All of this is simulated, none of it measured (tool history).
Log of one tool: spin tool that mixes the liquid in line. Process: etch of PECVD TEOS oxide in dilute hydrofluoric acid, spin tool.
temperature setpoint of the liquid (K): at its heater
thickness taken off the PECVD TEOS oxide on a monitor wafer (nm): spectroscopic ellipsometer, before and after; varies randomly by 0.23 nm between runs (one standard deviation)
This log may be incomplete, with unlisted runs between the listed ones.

run  hour  temperature setpoint of the liquid (K)  parts of water to one part of 49 % hydrofluoric acid (parts by volume)  time under the liquid (s)  thickness taken off the PECVD TEOS oxide on a monitor wafer (nm)
  1   0.0                                  297.15                                                                     100                        320                                                            38.331
  2   5.2                                  297.15                                                                     100                        340                                                            40.880
  3   6.2                                  297.15                                                                      85                        340                                                            48.956
  4  14.3                                  297.15                                                                      85                        320                                                            45.632
  5  16.3                                  294.15                                                                      85                        320                                                            40.557
  6  24.7                                  294.15                                                                      85                        320                                                            40.643
  7  26.9                                  293.65                                                                      85                        320                                                            40.083

Run 8 comes next. What will it give?
  8  31.0                                  293.15                                                                      85                        320                                                                 ?

thickness taken off the PECVD TEOS oxide on a monitor wafer (nm): 39.177
